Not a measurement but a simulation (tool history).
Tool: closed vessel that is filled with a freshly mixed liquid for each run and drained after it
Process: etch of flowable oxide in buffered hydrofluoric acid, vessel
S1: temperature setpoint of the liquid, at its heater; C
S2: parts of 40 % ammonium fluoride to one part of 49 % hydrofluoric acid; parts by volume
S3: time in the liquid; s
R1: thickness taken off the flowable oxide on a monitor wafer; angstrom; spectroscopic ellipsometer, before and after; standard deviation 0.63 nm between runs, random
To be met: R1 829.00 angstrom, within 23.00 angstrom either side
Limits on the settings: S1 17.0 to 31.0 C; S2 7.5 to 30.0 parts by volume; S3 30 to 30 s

run 1 hour=0.0 | S1=23.0 S2=21.0 S3=30 | R1=470.08
run 2 hour=5.6 | S1=21.0 S2=21.0 S3=30 | R1=422.34
run 3 hour=12.7 | S1=21.0 S2=16.5 S3=30 | R1=526.66
run 4 hour=19.3 | S1=23.0 S2=16.5 S3=30 | R1=593.70
run 5 hour=22.0 | S1=23.0 S2=16.5 S3=30 | R1=588.54
run 6 hour=28.3 | S1=24.5 S2=16.5 S3=30 | R1=643.95
run 7 hour=36.2 | S1=25.5 S2=16.5 S3=30 | R1=684.75
run 8 hour=40.8 | S1=26.5 S2=16.5 S3=30 | R1=718.95

Consider the 5 candidate settings below. Which is the only one whose results all fall within their allowed miss of target?
run A hour=45.4 | S1=26.5 S2=14.0 S3=30 | R1=?
run B hour=45.4 | S1=27.0 S2=14.0 S3=30 | R1=?
run C hour=45.4 | S1=22.5 S2=10.5 S3=30 | R1=?
run D hour=45.4 | S1=31.0 S2=22.5 S3=30 | R1=?
run E hour=45.4 | S1=21.5 S2=10.0 S3=30 | R1=?

move=A R1=833.91
move=B R1=856.58
move=C R1=888.68
move=D R1=688.34
move=E R1=881.80
A: every result within its allowed miss
B: takes the biggest miss from the last run beyond its target
C: takes the biggest miss from the last run beyond its target
D: the biggest miss grows against the last run
E: takes the biggest miss from the last run beyond its target
Move A is the one to make.

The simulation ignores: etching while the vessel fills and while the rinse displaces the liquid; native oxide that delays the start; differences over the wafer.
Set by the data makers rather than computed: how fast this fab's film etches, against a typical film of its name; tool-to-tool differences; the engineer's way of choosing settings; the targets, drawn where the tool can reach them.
